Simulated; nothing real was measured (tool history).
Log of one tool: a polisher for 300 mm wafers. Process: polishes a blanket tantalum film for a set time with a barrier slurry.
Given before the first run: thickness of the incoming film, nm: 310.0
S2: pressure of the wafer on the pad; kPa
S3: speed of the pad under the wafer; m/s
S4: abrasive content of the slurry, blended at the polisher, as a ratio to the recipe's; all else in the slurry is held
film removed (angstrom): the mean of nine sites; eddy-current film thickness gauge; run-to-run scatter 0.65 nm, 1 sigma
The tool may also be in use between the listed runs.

{"run": 1, "hour": 0.0, "flow of slurry (ml/min)": 145, "S2": 17.2, "S3": 1.02, "S4": 1.0, "polishing time (s)": 68, "film removed (angstrom)": 1258.9}
{"run": 2, "hour": 9.0, "flow of slurry (ml/min)": 145, "S2": 17.2, "S3": 1.18, "S4": 1.0, "polishing time (s)": 68, "film removed (angstrom)": 1434.4}
{"run": 3, "hour": 10.4, "flow of slurry (ml/min)": 145, "S2": 15.9, "S3": 1.18, "S4": 1.0, "polishing time (s)": 68, "film removed (angstrom)": 1368.1}
{"run": 4, "hour": 14.0, "flow of slurry (ml/min)": 115, "S2": 15.9, "S3": 1.18, "S4": 1.0, "polishing time (s)": 68, "film removed (angstrom)": 1296.9}
{"run": 5, "hour": 17.7, "flow of slurry (ml/min)": 115, "S2": 15.9, "S3": 1.18, "S4": 1.0, "polishing time (s)": 72, "film removed (angstrom)": 1386.8}
{"run": 6, "hour": 25.3, "flow of slurry (ml/min)": 115, "S2": 15.2, "S3": 1.1, "S4": 1.0, "polishing time (s)": 72, "film removed (angstrom)": 1243.5}

Estimate the outcome of run 7 from the log above:
{"hour": 31.4, "done": "slurry blender recalibrated"}
{"run": 7, "hour": 31.4, "flow of slurry (ml/min)": 110, "S2": 10.3, "S3": 0.82, "S4": 0.9, "polishing time (s)": 71, "film removed (angstrom)": "?"}

{"run 7": {"film removed (angstrom)": 731.54}}
